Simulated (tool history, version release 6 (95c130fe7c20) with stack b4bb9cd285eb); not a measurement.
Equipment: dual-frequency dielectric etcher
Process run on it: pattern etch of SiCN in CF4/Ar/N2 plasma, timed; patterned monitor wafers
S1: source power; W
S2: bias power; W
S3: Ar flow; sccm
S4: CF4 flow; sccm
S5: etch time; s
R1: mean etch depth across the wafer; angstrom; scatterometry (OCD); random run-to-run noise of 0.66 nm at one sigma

run,hour,S1,S2,S3,S4,S5,R1
1,0.0,480,81,96,58,71.5,732.41
2,8.1,540,82,96,58,71.5,848.70
3,10.6,540,82,89,58,71.5,852.18
4,15.0,540,69,89,58,71.5,799.66
5,21.8,580,69,89,58,71.5,866.99
6,29.6,610,69,89,58,71.5,918.85

The next listed run, before its measurement:
# hour 31.7: CF4 flow controller replaced
7,31.7,630,69,89,58,71.5,?

Run 7 gave R1 934.00 angstrom.
